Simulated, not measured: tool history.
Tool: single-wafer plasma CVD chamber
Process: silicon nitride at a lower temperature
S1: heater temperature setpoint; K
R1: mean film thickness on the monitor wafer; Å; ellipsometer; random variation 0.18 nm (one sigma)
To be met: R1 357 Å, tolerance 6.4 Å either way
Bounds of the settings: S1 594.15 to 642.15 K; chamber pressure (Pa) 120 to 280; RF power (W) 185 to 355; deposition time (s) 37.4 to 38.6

{"run": 1, "hour": 0.0, "S1": 618.15, "chamber pressure (Pa)": 200, "RF power (W)": 270, "deposition time (s)": 37.4, "R1": 446.95}
{"run": 2, "hour": 6.8, "S1": 618.15, "chamber pressure (Pa)": 193, "RF power (W)": 265, "deposition time (s)": 37.4, "R1": 434.13}
{"run": 3, "hour": 10.8, "S1": 618.15, "chamber pressure (Pa)": 220, "RF power (W)": 265, "deposition time (s)": 37.4, "R1": 445.89}
{"run": 4, "hour": 13.9, "S1": 618.15, "chamber pressure (Pa)": 255, "RF power (W)": 265, "deposition time (s)": 37.4, "R1": 468.07}
{"run": 5, "hour": 17.1, "S1": 618.15, "chamber pressure (Pa)": 255, "RF power (W)": 265, "deposition time (s)": 38.6, "R1": 482.68}
{"run": 6, "hour": 22.7, "S1": 618.15, "chamber pressure (Pa)": 255, "RF power (W)": 265, "deposition time (s)": 38.6, "R1": 481.92}
{"run": 7, "hour": 24.9, "S1": 618.15, "chamber pressure (Pa)": 245, "RF power (W)": 255, "deposition time (s)": 38.6, "R1": 457.82}
{"run": 8, "hour": 32.5, "S1": 618.15, "chamber pressure (Pa)": 236, "RF power (W)": 250, "deposition time (s)": 38.6, "R1": 453.88}
{"run": 9, "hour": 35.6, "S1": 618.15, "chamber pressure (Pa)": 228, "RF power (W)": 245, "deposition time (s)": 38.6, "R1": 438.86}
{"run": 10, "hour": 43.7, "S1": 618.15, "chamber pressure (Pa)": 220, "RF power (W)": 240, "deposition time (s)": 38.6, "R1": 432.91}
{"run": 11, "hour": 46.4, "S1": 618.15, "chamber pressure (Pa)": 213, "RF power (W)": 235, "deposition time (s)": 38.6, "R1": 420.42}

Of the 5 settings listed for the next run, only one would bring every result within its allowed miss of target. Which one?
{"run": "A", "hour": 49.1, "S1": 618.15, "chamber pressure (Pa)": 212, "RF power (W)": 190, "deposition time (s)": 37.4, "R1": "?"}
{"run": "B", "hour": 49.1, "S1": 614.15, "chamber pressure (Pa)": 241, "RF power (W)": 270, "deposition time (s)": 38.6, "R1": "?"}
{"run": "C", "hour": 49.1, "S1": 620.15, "chamber pressure (Pa)": 217, "RF power (W)": 200, "deposition time (s)": 37.4, "R1": "?"}
{"run": "D", "hour": 49.1, "S1": 620.15, "chamber pressure (Pa)": 224, "RF power (W)": 190, "deposition time (s)": 37.4, "R1": "?"}
{"run": "E", "hour": 49.1, "S1": 621.15, "chamber pressure (Pa)": 221, "RF power (W)": 265, "deposition time (s)": 38.6, "R1": "?"}

move=A R1=338.97
move=B R1=478.61
move=C R1=355.79
move=D R1=343.38
move=E R1=460.96
A: pushes the last run's worst result past its target
B: lands further from the targets than the last run did
C: each result inside its tolerance
D: pushes the last run's worst result past its target
E: lands further from the targets than the last run did
C meets every target.
